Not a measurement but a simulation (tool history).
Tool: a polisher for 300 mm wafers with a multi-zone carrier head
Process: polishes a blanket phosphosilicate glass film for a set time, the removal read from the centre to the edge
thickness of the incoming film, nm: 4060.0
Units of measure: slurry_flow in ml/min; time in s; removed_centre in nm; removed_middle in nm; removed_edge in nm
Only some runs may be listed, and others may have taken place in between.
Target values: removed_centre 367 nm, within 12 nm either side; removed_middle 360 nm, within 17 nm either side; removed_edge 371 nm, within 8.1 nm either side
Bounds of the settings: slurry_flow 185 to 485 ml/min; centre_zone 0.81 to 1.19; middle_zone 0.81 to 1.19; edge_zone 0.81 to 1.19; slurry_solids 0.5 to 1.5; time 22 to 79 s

run	hour	slurry_flow	centre_zone	middle_zone	edge_zone	slurry_solids	time	removed_centre	removed_middle	removed_edge
1	0	310	1	1	1	1	50	479.87	477.64	469.18
2	8.3	305	0.99	0.98	0.98	0.95	50	455.95	446.14	444.65
3	15.8	305	0.99	0.98	0.94	0.95	50	456.63	438.05	436.99
4	24.7	300	0.98	0.97	0.92	0.95	50	456.86	438.19	437.71
5	27.3	300	0.97	0.96	0.91	0.9	50	441.65	426.22	424.21
6	35.5	300	0.97	0.96	0.84	0.9	50	436.76	436.3	404.91
7	40	295	0.96	0.95	0.84	0.9	50	431.62	423.63	404.02
8	45.4	290	0.95	0.94	0.84	0.9	50	429.78	420.31	405.16
9	51.9	285	0.94	0.93	0.84	0.9	50	428.36	405.8	399.97
10	55.6	280	0.92	0.93	0.84	0.9	50	422.55	419.2	399.69

Pick the move, out of 5, that brings all results within their allowed miss; only one does.
A	59.3	225	0.9	0.83	0.97	0.85	47	?	?	?
B	59.3	245	0.94	0.94	0.85	1	41	?	?	?
C	59.3	335	0.87	0.89	0.96	0.8	44	?	?	?
D	59.3	325	0.9	0.82	1.01	0.75	49	?	?	?
E	59.3	265	0.9	0.92	0.9	0.8	48	?	?	?

move	removed_centre	removed_middle	removed_edge
A	366.33	336.8	383.08
B	366.54	361.6	347.76
C	336.98	334.45	353.59
D	366.59	332.39	385.83
E	367.46	366.88	367.96
A: meets the target for the result that was furthest off, but another lies outside its allowed miss
B: meets the target for the result that was furthest off, but another lies outside its allowed miss
C: moves the result that the last run missed by most past its target, out the other side
D: meets the target for the result that was furthest off, but another lies outside its allowed miss
E: all results land within tolerance of their targets
The move that meets every target is E.
